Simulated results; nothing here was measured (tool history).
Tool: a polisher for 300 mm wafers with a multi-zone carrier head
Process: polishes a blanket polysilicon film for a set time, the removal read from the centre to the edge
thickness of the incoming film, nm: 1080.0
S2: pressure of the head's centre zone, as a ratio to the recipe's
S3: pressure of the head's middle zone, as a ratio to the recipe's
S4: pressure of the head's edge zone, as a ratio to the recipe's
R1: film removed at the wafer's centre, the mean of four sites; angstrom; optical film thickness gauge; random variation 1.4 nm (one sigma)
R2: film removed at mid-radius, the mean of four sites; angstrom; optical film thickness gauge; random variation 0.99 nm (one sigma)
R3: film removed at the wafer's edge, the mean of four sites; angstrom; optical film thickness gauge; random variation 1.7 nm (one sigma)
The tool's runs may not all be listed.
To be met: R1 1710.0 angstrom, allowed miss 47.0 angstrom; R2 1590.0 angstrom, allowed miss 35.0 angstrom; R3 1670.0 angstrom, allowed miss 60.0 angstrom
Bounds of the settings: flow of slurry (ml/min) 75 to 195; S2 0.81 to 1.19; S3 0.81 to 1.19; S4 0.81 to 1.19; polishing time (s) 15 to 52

Run 1, hour 0.0: flow of slurry (ml/min) 125, S2 1.00, S3 1.00, S4 1.00, polishing time (s) 33. Result: R1 2879.1 angstrom, R2 2838.8 angstrom, R3 2756.9 angstrom.
Run 2, hour 8.1: flow of slurry (ml/min) 120, S2 0.99, S3 0.98, S4 0.98, polishing time (s) 32. Result: R1 2716.0 angstrom, R2 2676.1 angstrom, R3 2701.9 angstrom.
Run 3, hour 10.8: flow of slurry (ml/min) 120, S2 0.99, S3 0.98, S4 0.97, polishing time (s) 30. Result: R1 2545.3 angstrom, R2 2518.6 angstrom, R3 2484.7 angstrom.
Run 4, hour 16.1: flow of slurry (ml/min) 135, S2 0.99, S3 0.98, S4 0.97, polishing time (s) 30. Result: R1 2589.7 angstrom, R2 2559.2 angstrom, R3 2579.8 angstrom.
At hour 21.7: slurry nozzle cleaned.
Run 5, hour 21.7: flow of slurry (ml/min) 135, S2 0.94, S3 0.98, S4 0.97, polishing time (s) 30. Result: R1 2527.0 angstrom, R2 2661.5 angstrom, R3 2612.5 angstrom.
Run 6, hour 23.1: flow of slurry (ml/min) 115, S2 0.94, S3 0.98, S4 0.97, polishing time (s) 30. Result: R1 2494.7 angstrom, R2 2569.0 angstrom, R3 2551.4 angstrom.
Run 7, hour 31.6: flow of slurry (ml/min) 80, S2 0.91, S3 0.88, S4 0.87, polishing time (s) 20. Result: R1 1462.2 angstrom, R2 1450.7 angstrom, R3 1575.4 angstrom.
Run 8, hour 32.4: flow of slurry (ml/min) 85, S2 0.92, S3 0.88, S4 0.87, polishing time (s) 20. Result: R1 1498.8 angstrom, R2 1463.9 angstrom, R3 1565.4 angstrom.
Run 9, hour 40.6: flow of slurry (ml/min) 90, S2 0.92, S3 0.88, S4 0.87, polishing time (s) 20. Result: R1 1533.9 angstrom, R2 1493.0 angstrom, R3 1582.3 angstrom.

Which of these 5 next moves meets every target?
Run A, hour 48.8: flow of slurry (ml/min) 75, S2 0.91, S3 0.82, S4 1.00, polishing time (s) 20. Result: R1 ?, R2 ?, R3 ?.
Run B, hour 48.8: flow of slurry (ml/min) 75, S2 0.91, S3 0.88, S4 0.96, polishing time (s) 19. Result: R1 ?, R2 ?, R3 ?.
Run C, hour 48.8: flow of slurry (ml/min) 85, S2 0.87, S3 0.99, S4 0.83, polishing time (s) 20. Result: R1 ?, R2 ?, R3 ?.
Run D, hour 48.8: flow of slurry (ml/min) 75, S2 1.03, S3 0.94, S4 0.94, polishing time (s) 21. Result: R1 ?, R2 ?, R3 ?.
Run E, hour 48.8: flow of slurry (ml/min) 120, S2 1.05, S3 0.89, S4 0.89, polishing time (s) 20. Result: R1 ?, R2 ?, R3 ?.

move      R1      R2      R3
   A  1439.1  1353.9  1641.8
   B  1367.7  1363.1  1528.3
   C  1421.5  1627.6  1530.4
   D  1713.4  1590.5  1671.2
   E  1857.5  1592.6  1656.6
A: further off than the last run
B: further off than the last run
C: further off than the last run
D: meets every target
E: takes the result that was furthest off past its target
Move D is the one to make.
